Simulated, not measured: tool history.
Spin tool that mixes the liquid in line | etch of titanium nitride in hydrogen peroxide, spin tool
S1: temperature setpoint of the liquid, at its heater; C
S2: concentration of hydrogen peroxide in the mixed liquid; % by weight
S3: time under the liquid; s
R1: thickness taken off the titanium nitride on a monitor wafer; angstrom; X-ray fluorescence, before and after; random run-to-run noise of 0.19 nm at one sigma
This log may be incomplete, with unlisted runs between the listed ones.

run	day	S1	S2	S3	R1
1	0.000	43.0	23.5	270	156.95
2	0.108	43.0	22.0	270	152.71
3	0.183	43.0	25.5	270	158.40
4	0.221	43.0	25.5	290	170.32
5	0.504	45.0	25.5	290	198.25
6	0.808	46.5	25.5	290	220.13

Run 7 is up next; what results do you expect?
7	1.029	47.5	25.5	290	?

Run 7 yielded R1 236.44 angstrom.
